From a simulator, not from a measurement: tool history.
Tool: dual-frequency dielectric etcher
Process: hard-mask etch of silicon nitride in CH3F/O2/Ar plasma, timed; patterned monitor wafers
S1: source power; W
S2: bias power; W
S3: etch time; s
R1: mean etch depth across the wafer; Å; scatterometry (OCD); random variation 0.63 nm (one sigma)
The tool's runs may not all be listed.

run 1 day=0.000 | S1=290 S2=83 S3=278.5 | R1=1749.5
run 2 day=0.342 | S1=270 S2=76 S3=278.5 | R1=1619.2
run 3 day=0.388 | S1=270 S2=76 S3=291.5 | R1=1700.7
run 4 day=0.429 | S1=270 S2=76 S3=278.5 | R1=1606.5
run 5 day=0.571 | S1=250 S2=74 S3=278.5 | R1=1557.4
run 6 day=0.621 | S1=240 S2=71 S3=278.5 | R1=1482.0
run 7 day=0.692 | S1=230 S2=70 S3=278.5 | R1=1453.4
run 8 day=1.000 | S1=180 S2=59 S3=278.5 | R1=1190.2

Forecast run 9:
run 9 day=1.158 | S1=190 S2=59 S3=278.5 | R1=?

R1: 1218.3 Å

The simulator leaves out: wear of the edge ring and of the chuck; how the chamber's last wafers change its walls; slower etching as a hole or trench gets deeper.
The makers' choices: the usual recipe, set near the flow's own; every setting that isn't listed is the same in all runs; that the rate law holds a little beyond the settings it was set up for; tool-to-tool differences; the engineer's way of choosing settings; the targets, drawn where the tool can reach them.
